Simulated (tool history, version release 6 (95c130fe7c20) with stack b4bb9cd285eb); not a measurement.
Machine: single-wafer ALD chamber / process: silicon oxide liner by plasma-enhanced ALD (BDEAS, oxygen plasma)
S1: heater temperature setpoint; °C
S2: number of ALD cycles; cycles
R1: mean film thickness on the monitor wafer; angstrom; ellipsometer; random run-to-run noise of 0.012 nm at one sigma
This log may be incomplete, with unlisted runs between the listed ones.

{"run": 1, "day": 0.0, "S1": 320, "S2": 23, "R1": 18.692}
{"run": 2, "day": 0.288, "S1": 320, "S2": 22, "R1": 18.117}
{"run": 3, "day": 0.467, "S1": 320, "S2": 19, "R1": 15.403}
{"run": 4, "day": 0.792, "S1": 320, "S2": 18, "R1": 14.848}
{"run": 5, "day": 1.021, "S1": 316, "S2": 18, "R1": 14.746}
{"run": 6, "day": 1.292, "S1": 316, "S2": 20, "R1": 16.431}
{"run": 7, "day": 1.562, "S1": 315, "S2": 21, "R1": 17.243}
{"run": 8, "day": 1.917, "S1": 315, "S2": 22, "R1": 18.17}

Run 9, settings as shown, results not yet in. Your forecast:
{"run": 9, "day": 2.075, "S1": 314, "S2": 22, "R1": "?"}

{"run 9": {"R1": 18.156}}
